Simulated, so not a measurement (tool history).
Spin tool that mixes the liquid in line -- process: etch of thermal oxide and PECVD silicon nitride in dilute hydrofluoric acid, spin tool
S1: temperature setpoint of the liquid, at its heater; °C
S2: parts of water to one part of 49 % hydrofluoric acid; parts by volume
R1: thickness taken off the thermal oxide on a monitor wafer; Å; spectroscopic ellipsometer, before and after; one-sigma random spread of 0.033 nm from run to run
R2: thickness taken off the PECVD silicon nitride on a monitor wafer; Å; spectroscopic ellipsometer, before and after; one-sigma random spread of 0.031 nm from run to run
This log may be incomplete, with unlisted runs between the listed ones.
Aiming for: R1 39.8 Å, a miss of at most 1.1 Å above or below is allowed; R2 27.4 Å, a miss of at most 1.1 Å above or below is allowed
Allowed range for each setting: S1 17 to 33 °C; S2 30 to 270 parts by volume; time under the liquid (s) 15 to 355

Run 1, day 0: S1 25 °C, S2 150 parts by volume, time under the liquid (s) 180. Result: R1 53.438 Å, R2 31.822 Å.
Run 2, day 0.329: S1 25 °C, S2 120 parts by volume, time under the liquid (s) 180. Result: R1 68.92 Å, R2 40.057 Å.
Run 3, day 0.408: S1 25 °C, S2 120 parts by volume, time under the liquid (s) 115. Result: R1 43.899 Å, R2 25.225 Å.
Run 4, day 0.596: S1 23 °C, S2 120 parts by volume, time under the liquid (s) 115. Result: R1 40.434 Å, R2 22.094 Å.
Run 5, day 0.738: S1 25 °C, S2 135 parts by volume, time under the liquid (s) 120. Result: R1 40.738 Å, R2 23.609 Å.
Run 6, day 0.779: S1 25 °C, S2 135 parts by volume, time under the liquid (s) 50. Result: R1 16.943 Å, R2 9.955 Å.
Run 7, day 1.075: S1 27.5 °C, S2 115 parts by volume, time under the liquid (s) 50. Result: R1 22.175 Å, R2 13.746 Å.
Run 8, day 1.325: S1 29.5 °C, S2 95 parts by volume, time under the liquid (s) 50. Result: R1 29.676 Å, R2 18.607 Å.
Run 9, day 1.488: S1 30.5 °C, S2 90 parts by volume, time under the liquid (s) 50. Result: R1 32.632 Å, R2 20.692 Å.
Run 10, day 1.588: S1 31.5 °C, S2 85 parts by volume, time under the liquid (s) 50. Result: R1 36.083 Å, R2 24.039 Å.
Run 11, day 1.817: S1 32 °C, S2 85 parts by volume, time under the liquid (s) 50. Result: R1 37.042 Å, R2 24.523 Å.
Run 12, day 2.1: S1 32.5 °C, S2 85 parts by volume, time under the liquid (s) 50. Result: R1 37.682 Å, R2 25.04 Å.
Run 13, day 2.4: S1 33 °C, S2 85 parts by volume, time under the liquid (s) 50. Result: R1 38.509 Å, R2 25.872 Å.
Run 14, day 2.517: S1 33 °C, S2 85 parts by volume, time under the liquid (s) 55. Result: R1 42.284 Å, R2 28.653 Å.

Pick the move, out of 4, that brings all results within their allowed miss; only one does.
Run A, day 2.633: S1 26 °C, S2 120 parts by volume, time under the liquid (s) 105. Result: R1 ?, R2 ?.
Run B, day 2.633: S1 33 °C, S2 110 parts by volume, time under the liquid (s) 75. Result: R1 ?, R2 ?.
Run C, day 2.633: S1 33 °C, S2 145 parts by volume, time under the liquid (s) 90. Result: R1 ?, R2 ?.
Run D, day 2.633: S1 32.5 °C, S2 115 parts by volume, time under the liquid (s) 75. Result: R1 ?, R2 ?.

move      R1      R2
   A   42.33  24.621
   B  43.383   29.74
   C  37.541  26.904
   D  40.455  27.571
A: moves away from the targets compared with the last run
B: moves away from the targets compared with the last run
C: moves the result that the last run missed by most past its target, out the other side
D: each result inside its tolerance
So the answer is move D, the one that meets all the targets.

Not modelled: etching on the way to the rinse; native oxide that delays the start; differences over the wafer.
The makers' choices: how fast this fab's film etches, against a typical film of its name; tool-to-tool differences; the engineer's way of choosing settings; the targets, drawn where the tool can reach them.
